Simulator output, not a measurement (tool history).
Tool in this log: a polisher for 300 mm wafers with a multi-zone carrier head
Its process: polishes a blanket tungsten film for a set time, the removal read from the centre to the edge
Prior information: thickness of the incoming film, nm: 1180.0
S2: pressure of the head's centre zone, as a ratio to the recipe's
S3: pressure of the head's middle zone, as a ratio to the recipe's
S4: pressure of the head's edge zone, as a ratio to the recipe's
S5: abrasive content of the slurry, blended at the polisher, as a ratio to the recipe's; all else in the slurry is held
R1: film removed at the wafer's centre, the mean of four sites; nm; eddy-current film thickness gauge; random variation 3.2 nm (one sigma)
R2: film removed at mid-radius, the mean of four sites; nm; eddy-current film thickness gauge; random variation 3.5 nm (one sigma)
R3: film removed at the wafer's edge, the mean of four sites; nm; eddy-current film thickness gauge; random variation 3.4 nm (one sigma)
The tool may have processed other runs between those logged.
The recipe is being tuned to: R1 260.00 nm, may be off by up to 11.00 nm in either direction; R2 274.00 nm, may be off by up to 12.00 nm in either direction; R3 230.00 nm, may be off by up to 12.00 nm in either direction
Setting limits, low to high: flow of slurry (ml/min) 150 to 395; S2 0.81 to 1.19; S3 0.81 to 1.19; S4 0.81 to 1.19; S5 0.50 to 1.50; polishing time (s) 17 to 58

Run 1, hour 0.0: flow of slurry (ml/min) 250, S2 1.00, S3 1.00, S4 1.00, S5 1.00, polishing time (s) 37. Result: R1 163.99 nm, R2 166.47 nm, R3 168.75 nm.
Run 2, hour 8.4: flow of slurry (ml/min) 260, S2 1.03, S3 1.05, S4 0.99, S5 1.15, polishing time (s) 39. Result: R1 188.28 nm, R2 191.88 nm, R3 183.88 nm.
Run 3, hour 13.4: flow of slurry (ml/min) 260, S2 1.03, S3 1.05, S4 0.99, S5 1.15, polishing time (s) 47. Result: R1 224.73 nm, R2 229.84 nm, R3 220.92 nm.
Run 4, hour 18.7: flow of slurry (ml/min) 260, S2 0.97, S3 1.05, S4 0.99, S5 1.15, polishing time (s) 47. Result: R1 217.97 nm, R2 231.07 nm, R3 222.15 nm.
Run 5, hour 23.0: flow of slurry (ml/min) 270, S2 1.00, S3 1.08, S4 0.98, S5 1.20, polishing time (s) 47. Result: R1 227.42 nm, R2 235.93 nm, R3 227.44 nm.
Run 6, hour 28.1: flow of slurry (ml/min) 240, S2 1.02, S3 1.11, S4 0.94, S5 1.25, polishing time (s) 48. Result: R1 229.49 nm, R2 254.93 nm, R3 228.62 nm.
Run 7, hour 35.3: flow of slurry (ml/min) 255, S2 1.05, S3 1.13, S4 0.93, S5 1.25, polishing time (s) 48. Result: R1 236.77 nm, R2 255.57 nm, R3 223.97 nm.
Run 8, hour 39.3: flow of slurry (ml/min) 260, S2 1.07, S3 1.14, S4 0.93, S5 1.30, polishing time (s) 48. Result: R1 249.70 nm, R2 261.55 nm, R3 232.67 nm.
Run 9, hour 45.4: flow of slurry (ml/min) 265, S2 1.08, S3 1.15, S4 0.92, S5 1.30, polishing time (s) 48. Result: R1 246.35 nm, R2 263.69 nm, R3 230.17 nm.

Which one of the following 4 next-run settings gets every result inside its allowed miss? There is exactly one.
Run A, hour 51.5: flow of slurry (ml/min) 195, S2 0.95, S3 1.19, S4 0.98, S5 1.10, polishing time (s) 53. Result: R1 ?, R2 ?, R3 ?.
Run B, hour 51.5: flow of slurry (ml/min) 240, S2 1.04, S3 1.19, S4 0.91, S5 1.45, polishing time (s) 47. Result: R1 ?, R2 ?, R3 ?.
Run C, hour 51.5: flow of slurry (ml/min) 255, S2 0.96, S3 1.10, S4 1.02, S5 1.45, polishing time (s) 48. Result: R1 ?, R2 ?, R3 ?.
Run D, hour 51.5: flow of slurry (ml/min) 320, S2 1.09, S3 1.14, S4 0.85, S5 1.15, polishing time (s) 51. Result: R1 ?, R2 ?, R3 ?.

move      R1      R2      R3
   A  231.20  277.46  243.15
   B  240.16  269.88  228.19
   C  233.03  259.22  245.97
   D  259.47  271.26  230.21
A: its largest miss is bigger than the last run's
B: its largest miss is bigger than the last run's
C: its largest miss is bigger than the last run's
D: all results land within tolerance of their targets
The right move is D.
